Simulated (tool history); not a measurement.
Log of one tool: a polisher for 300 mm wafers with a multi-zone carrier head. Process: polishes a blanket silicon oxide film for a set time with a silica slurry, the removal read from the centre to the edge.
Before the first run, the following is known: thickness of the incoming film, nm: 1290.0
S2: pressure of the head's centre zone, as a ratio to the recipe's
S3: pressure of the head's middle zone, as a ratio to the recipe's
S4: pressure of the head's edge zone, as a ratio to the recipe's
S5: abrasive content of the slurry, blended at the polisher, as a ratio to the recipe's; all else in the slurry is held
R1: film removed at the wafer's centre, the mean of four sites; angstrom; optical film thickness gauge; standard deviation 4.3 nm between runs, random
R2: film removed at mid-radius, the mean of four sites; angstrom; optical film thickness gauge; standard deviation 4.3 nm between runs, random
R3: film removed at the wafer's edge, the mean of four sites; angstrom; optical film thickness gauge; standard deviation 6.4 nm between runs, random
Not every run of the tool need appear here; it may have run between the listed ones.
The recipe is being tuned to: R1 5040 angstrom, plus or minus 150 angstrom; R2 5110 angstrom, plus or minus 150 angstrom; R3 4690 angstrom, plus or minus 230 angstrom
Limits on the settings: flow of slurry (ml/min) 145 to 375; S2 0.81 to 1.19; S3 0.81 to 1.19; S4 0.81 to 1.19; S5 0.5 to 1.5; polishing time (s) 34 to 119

run 1 hour=0 | flow_of_slurry_(ml/min)=240 S2=1 S3=1 S4=1 S5=1 polishing_time_(s)=76 | R1=3926.3 R2=4014.5 R3=3915.6
run 2 hour=6.1 | flow_of_slurry_(ml/min)=240 S2=1 S3=1 S4=1.06 S5=1 polishing_time_(s)=76 | R1=3956.5 R2=4017.8 R3=3914.5
run 3 hour=12.2 | flow_of_slurry_(ml/min)=240 S2=1 S3=1 S4=1.14 S5=1 polishing_time_(s)=76 | R1=4033 R2=4037.7 R3=4083.4
run 4 hour=17.3 | flow_of_slurry_(ml/min)=240 S2=1 S3=1 S4=1.14 S5=0.8 polishing_time_(s)=76 | R1=3520.7 R2=3564.9 R3=3546.7
run 5 hour=19.1 | flow_of_slurry_(ml/min)=240 S2=1 S3=1 S4=1.14 S5=0.95 polishing_time_(s)=76 | R1=3856.3 R2=3949.2 R3=3995.1
run 6 hour=19.9 | flow_of_slurry_(ml/min)=250 S2=1.02 S3=1.03 S4=1.15 S5=1 polishing_time_(s)=76 | R1=4091.3 R2=4250.8 R3=4131.6
run 7 hour=27 | flow_of_slurry_(ml/min)=260 S2=1.04 S3=1.04 S4=1.16 S5=1.05 polishing_time_(s)=76 | R1=4206.1 R2=4324.6 R3=4290.7
run 8 hour=34.4 | flow_of_slurry_(ml/min)=255 S2=1.07 S3=1.06 S4=1.15 S5=1.1 polishing_time_(s)=76 | R1=4565.5 R2=4363.9 R3=4362.9
run 9 hour=36.6 | flow_of_slurry_(ml/min)=265 S2=1.08 S3=1.08 S4=1.15 S5=1.1 polishing_time_(s)=76 | R1=4606.9 R2=4528.2 R3=4486.5
run 10 hour=41.6 | flow_of_slurry_(ml/min)=265 S2=1.08 S3=1.08 S4=1.15 S5=1.1 polishing_time_(s)=76 | R1=4587.7 R2=4582.2 R3=4306.8

Pick the move, out of 4, that brings all results within their allowed miss; only one does.
run A hour=46.6 | flow_of_slurry_(ml/min)=260 S2=1.13 S3=1.12 S4=1.09 S5=0.9 polishing_time_(s)=70 | R1=? R2=? R3=?
run B hour=46.6 | flow_of_slurry_(ml/min)=230 S2=1.07 S3=0.91 S4=1.19 S5=1.45 polishing_time_(s)=74 | R1=? R2=? R3=?
run C hour=46.6 | flow_of_slurry_(ml/min)=280 S2=0.86 S3=1.03 S4=1.13 S5=1.2 polishing_time_(s)=86 | R1=? R2=? R3=?
run D hour=46.6 | flow_of_slurry_(ml/min)=310 S2=1.13 S3=1.18 S4=1.19 S5=1 polishing_time_(s)=82 | R1=? R2=? R3=?

move=A R1=3957.2 R2=3878.4 R3=3651.1
move=B R1=4827.2 R2=4314.7 R3=4959.1
move=C R1=4316.2 R2=5196.1 R3=5282.6
move=D R1=4995.3 R2=5076.3 R3=4785.7
A: the biggest miss grows against the last run
B: the biggest miss grows against the last run
C: the furthest-off result lands on target, but another misses its tolerance
D: all results land within tolerance of their targets
D meets every target.
